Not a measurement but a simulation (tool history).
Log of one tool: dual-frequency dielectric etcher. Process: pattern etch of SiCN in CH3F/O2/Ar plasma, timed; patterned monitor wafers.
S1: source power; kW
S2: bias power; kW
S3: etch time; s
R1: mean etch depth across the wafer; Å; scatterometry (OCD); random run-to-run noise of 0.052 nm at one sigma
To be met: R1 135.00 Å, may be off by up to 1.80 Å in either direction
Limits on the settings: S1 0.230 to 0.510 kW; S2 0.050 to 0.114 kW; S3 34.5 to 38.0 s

run,day,S1,S2,S3,R1
1,0.000,0.370,0.082,38.0,150.94
2,0.183,0.310,0.082,38.0,144.09
3,0.479,0.290,0.081,38.0,141.15
4,0.808,0.290,0.068,38.0,130.00
5,0.967,0.290,0.063,38.0,126.43
6,1.188,0.290,0.050,38.0,113.89
7,1.458,0.340,0.051,38.0,119.07
8,1.588,0.340,0.051,38.0,119.19
9,1.767,0.380,0.052,38.0,123.92

Below are 4 possible settings for the next run. Only one of them brings all results inside the allowed miss of their targets. Which is it?
A,1.946,0.390,0.050,35.0,?
B,1.946,0.360,0.074,36.0,?
C,1.946,0.360,0.050,34.5,?
D,1.946,0.380,0.054,36.0,?

move,R1
A,112.94
B,135.40
C,108.93
D,119.36
A: moves away from the targets compared with the last run
B: hits every target within its allowed miss
C: moves away from the targets compared with the last run
D: moves away from the targets compared with the last run
B is the move that brings every result within its allowed miss.

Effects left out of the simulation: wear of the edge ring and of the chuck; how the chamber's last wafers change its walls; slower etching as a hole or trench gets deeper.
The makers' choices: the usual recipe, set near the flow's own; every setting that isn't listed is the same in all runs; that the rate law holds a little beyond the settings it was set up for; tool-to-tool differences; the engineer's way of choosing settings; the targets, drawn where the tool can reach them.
